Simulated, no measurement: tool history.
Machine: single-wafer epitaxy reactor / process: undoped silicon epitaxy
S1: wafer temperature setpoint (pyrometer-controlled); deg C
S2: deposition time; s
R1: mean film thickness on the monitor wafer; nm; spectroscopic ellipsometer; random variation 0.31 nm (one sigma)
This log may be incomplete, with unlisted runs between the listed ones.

Run 1, day 0.000: S1 645 deg C, S2 529 s. Result: R1 79.302 nm.
Run 2, day 0.025: S1 645 deg C, S2 592 s. Result: R1 88.344 nm.
Run 3, day 0.371: S1 646 deg C, S2 592 s. Result: R1 91.405 nm.
Run 4, day 0.542: S1 638 deg C, S2 592 s. Result: R1 77.501 nm.
Run 5, day 0.638: S1 642 deg C, S2 593 s. Result: R1 84.014 nm.
Run 6, day 0.792: S1 642 deg C, S2 637 s. Result: R1 90.187 nm.
Run 7, day 1.025: S1 643 deg C, S2 637 s. Result: R1 91.938 nm.

Run 8 comes next. What will it give?
Run 8, day 1.388: S1 644 deg C, S2 637 s. Result: R1 ?.

Run 8 measured R1 93.860 nm.

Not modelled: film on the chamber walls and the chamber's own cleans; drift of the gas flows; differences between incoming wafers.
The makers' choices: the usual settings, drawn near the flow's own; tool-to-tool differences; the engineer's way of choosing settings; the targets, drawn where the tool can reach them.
